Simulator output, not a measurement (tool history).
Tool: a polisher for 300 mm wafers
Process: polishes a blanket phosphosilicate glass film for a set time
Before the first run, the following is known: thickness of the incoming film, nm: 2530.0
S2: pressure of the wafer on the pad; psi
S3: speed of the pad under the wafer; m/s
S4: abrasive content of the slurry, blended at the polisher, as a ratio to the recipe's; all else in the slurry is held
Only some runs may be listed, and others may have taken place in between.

Run 1, hour 0.0: flow of slurry (ml/min) 305, S2 3.6 psi, S3 1.02 m/s, S4 1.0, polishing time (s) 84. Result: film removed (nm) 928.32.
Run 2, hour 4.5: flow of slurry (ml/min) 305, S2 3.6 psi, S3 1.02 m/s, S4 1.0, polishing time (s) 88. Result: film removed (nm) 967.28.
Run 3, hour 11.5: flow of slurry (ml/min) 305, S2 3.6 psi, S3 1.02 m/s, S4 1.0, polishing time (s) 84. Result: film removed (nm) 921.77.
Run 4, hour 13.9: flow of slurry (ml/min) 305, S2 3.6 psi, S3 0.78 m/s, S4 1.0, polishing time (s) 84. Result: film removed (nm) 757.37.
Run 5, hour 18.6: flow of slurry (ml/min) 305, S2 3.6 psi, S3 0.78 m/s, S4 0.8, polishing time (s) 84. Result: film removed (nm) 698.03.
Run 6, hour 27.5: flow of slurry (ml/min) 305, S2 3.6 psi, S3 0.78 m/s, S4 0.6, polishing time (s) 84. Result: film removed (nm) 631.90.
Run 7, hour 30.4: flow of slurry (ml/min) 305, S2 3.4 psi, S3 0.78 m/s, S4 0.6, polishing time (s) 84. Result: film removed (nm) 582.57.

Forecast run 8:
Run 8, hour 34.6: flow of slurry (ml/min) 305, S2 3.3 psi, S3 0.78 m/s, S4 0.6, polishing time (s) 84. Result: film removed (nm) ?.

{"run 8": {"film removed (nm)": 567.34}}

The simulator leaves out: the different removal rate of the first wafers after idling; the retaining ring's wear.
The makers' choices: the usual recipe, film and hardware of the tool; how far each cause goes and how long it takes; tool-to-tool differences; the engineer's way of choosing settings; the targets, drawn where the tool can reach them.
